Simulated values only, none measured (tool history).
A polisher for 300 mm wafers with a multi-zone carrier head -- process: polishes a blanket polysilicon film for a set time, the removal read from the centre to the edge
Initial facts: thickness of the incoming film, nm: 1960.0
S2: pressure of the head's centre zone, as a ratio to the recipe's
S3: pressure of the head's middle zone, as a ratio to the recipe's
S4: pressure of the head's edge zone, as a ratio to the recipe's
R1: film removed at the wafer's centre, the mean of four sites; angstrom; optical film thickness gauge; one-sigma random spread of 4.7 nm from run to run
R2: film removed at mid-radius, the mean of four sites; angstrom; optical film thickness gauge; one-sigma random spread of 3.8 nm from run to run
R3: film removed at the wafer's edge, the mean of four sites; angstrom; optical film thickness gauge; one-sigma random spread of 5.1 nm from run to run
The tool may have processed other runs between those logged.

{"run": 1, "hour": 0.0, "flow of slurry (ml/min)": 245, "S2": 1.0, "S3": 1.0, "S4": 1.0, "polishing time (s)": 45, "R1": 4882.7, "R2": 4623.2, "R3": 4864.3}
{"run": 2, "hour": 3.4, "flow of slurry (ml/min)": 205, "S2": 1.0, "S3": 1.0, "S4": 1.0, "polishing time (s)": 45, "R1": 4822.6, "R2": 4514.7, "R3": 4633.9}
{"run": 3, "hour": 10.8, "flow of slurry (ml/min)": 205, "S2": 1.0, "S3": 1.0, "S4": 1.0, "polishing time (s)": 49, "R1": 5166.6, "R2": 5059.9, "R3": 4920.0}
{"run": 4, "hour": 11.4, "flow of slurry (ml/min)": 205, "S2": 0.99, "S3": 0.97, "S4": 1.0, "polishing time (s)": 44, "R1": 4649.0, "R2": 4260.6, "R3": 4513.6}
{"run": 5, "hour": 12.2, "flow of slurry (ml/min)": 185, "S2": 0.99, "S3": 0.97, "S4": 1.0, "polishing time (s)": 44, "R1": 4562.2, "R2": 4348.6, "R3": 4488.4}
{"run": 6, "hour": 13.3, "flow of slurry (ml/min)": 215, "S2": 0.99, "S3": 0.97, "S4": 1.0, "polishing time (s)": 44, "R1": 4621.5, "R2": 4342.8, "R3": 4570.4}

Expected results for the next run?
{"run": 7, "hour": 17.1, "flow of slurry (ml/min)": 215, "S2": 0.99, "S3": 0.94, "S4": 1.0, "polishing time (s)": 40, "R1": "?", "R2": "?", "R3": "?"}

{"run 7": {"R1": 4241.0, "R2": 3794.3, "R3": 4164.9}}
